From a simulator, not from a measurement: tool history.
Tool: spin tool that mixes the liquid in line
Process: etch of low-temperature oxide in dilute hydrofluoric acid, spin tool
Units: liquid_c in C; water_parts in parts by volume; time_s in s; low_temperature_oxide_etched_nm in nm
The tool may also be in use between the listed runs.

run  hour  liquid_c  water_parts  time_s  low_temperature_oxide_etched_nm
  1   0.0      22.0          280      30                           2.9016
  2   1.5      23.5          250      30                           3.5113
  3   8.9      24.5          225      30                           4.1223
  4  17.6      25.5          205      30                           4.8540
  5  23.0      26.0          195      30                           5.2376
  6  31.6      26.0          195      30                           5.2439
  7  32.9      30.0          120      30                          10.6440

The next listed run, before its measurement:
  8  41.4      29.5          120      30                                ?

Run 8 gave low_temperature_oxide_etched_nm 10.4480 nm.
